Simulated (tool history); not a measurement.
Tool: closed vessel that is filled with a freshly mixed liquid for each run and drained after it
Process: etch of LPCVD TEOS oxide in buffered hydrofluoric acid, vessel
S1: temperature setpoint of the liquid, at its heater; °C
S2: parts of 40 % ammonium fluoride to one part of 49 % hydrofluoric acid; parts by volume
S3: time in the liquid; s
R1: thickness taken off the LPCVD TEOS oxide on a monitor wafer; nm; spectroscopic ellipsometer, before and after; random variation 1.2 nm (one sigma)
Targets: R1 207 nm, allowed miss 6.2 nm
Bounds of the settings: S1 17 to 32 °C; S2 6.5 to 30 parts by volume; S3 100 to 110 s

| run | hour | S1 | S2 | S3 | R1 |
|---|---|---|---|---|---|
| 1 | 0 | 24 | 19.5 | 100 | 295.83 |
| 2 | 6 | 22.5 | 19.5 | 100 | 266.82 |
| 3 | 11.1 | 21.5 | 19.5 | 100 | 255.01 |
| 4 | 15.4 | 21.5 | 24.5 | 100 | 217.22 |
| 5 | 17.3 | 21.5 | 24.5 | 110 | 238.42 |
| 6 | 19.5 | 21 | 24.5 | 110 | 231.65 |
| 7 | 26.5 | 20.5 | 24.5 | 110 | 225.55 |
| 8 | 28.3 | 20 | 24.5 | 110 | 218.51 |

4 next moves are on the table. One of them brings every result within its allowed miss. Which?
| A | 30.1 | 19.5 | 21.5 | 105 | ? |
| B | 30.1 | 23.5 | 30 | 110 | ? |
| C | 30.1 | 20.5 | 25.5 | 105 | ? |
| D | 30.1 | 21.5 | 23.5 | 105 | ? |

| move | R1 |
|---|---|
| A | 222.7 |
| B | 231.72 |
| C | 209.39 |
| D | 234.28 |
A: further off than the last run
B: further off than the last run
C: meets every target
D: further off than the last run
The right move is C.

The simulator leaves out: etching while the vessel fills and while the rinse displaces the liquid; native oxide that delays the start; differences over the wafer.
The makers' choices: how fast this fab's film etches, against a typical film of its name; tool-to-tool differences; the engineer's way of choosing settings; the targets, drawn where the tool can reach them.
